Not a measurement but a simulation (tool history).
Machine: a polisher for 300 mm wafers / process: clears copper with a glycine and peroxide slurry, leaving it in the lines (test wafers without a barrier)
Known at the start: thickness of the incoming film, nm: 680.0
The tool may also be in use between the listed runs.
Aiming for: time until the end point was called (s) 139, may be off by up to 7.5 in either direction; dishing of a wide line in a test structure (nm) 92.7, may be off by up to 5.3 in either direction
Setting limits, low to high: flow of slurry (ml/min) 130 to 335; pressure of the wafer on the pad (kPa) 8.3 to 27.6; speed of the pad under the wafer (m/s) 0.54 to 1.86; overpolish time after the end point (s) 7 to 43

run	hour	flow of slurry (ml/min)	pressure of the wafer on the pad (kPa)	speed of the pad under the wafer (m/s)	overpolish time after the end point (s)	time until the end point was called (s)	dishing of a wide line in a test structure (nm)
1	0	215	17.9	1.18	22	133.13	68.503
2	6.9	215	20.7	1.18	22	116.95	73.952
3	8.9	215	20.7	1.18	27	114.46	87.116
4	14.7	215	20.7	1.18	23	113.13	77.452
5	23.1	215	20	1.18	26	119.24	81.978
6	28.1	215	20	1.18	21	122.08	70.324
7	36.8	215	18.6	1.18	25	124.76	77.255
8	42.3	215	17.9	1.16	28	137.99	78.695
9	48.3	215	18.6	1.16	34	128.68	89.642

Exactly one of the 4 candidate moves below puts every result within its allowed miss. Which one?
A	54.3	205	23.4	1	41	?	?
B	54.3	230	14.5	1.56	27	?	?
C	54.3	150	20.7	1	37	?	?
D	54.3	210	17.9	1.1	32	?	?

move	time until the end point was called (s)	dishing of a wide line in a test structure (nm)
A	122.62	105.16
B	124.86	78.961
C	142.43	92.022
D	141.38	83.975
A: further off than the last run
B: further off than the last run
C: hits every target within its allowed miss
D: brings the result that was furthest off to its target, and leaves another outside
The move that meets every target is C.

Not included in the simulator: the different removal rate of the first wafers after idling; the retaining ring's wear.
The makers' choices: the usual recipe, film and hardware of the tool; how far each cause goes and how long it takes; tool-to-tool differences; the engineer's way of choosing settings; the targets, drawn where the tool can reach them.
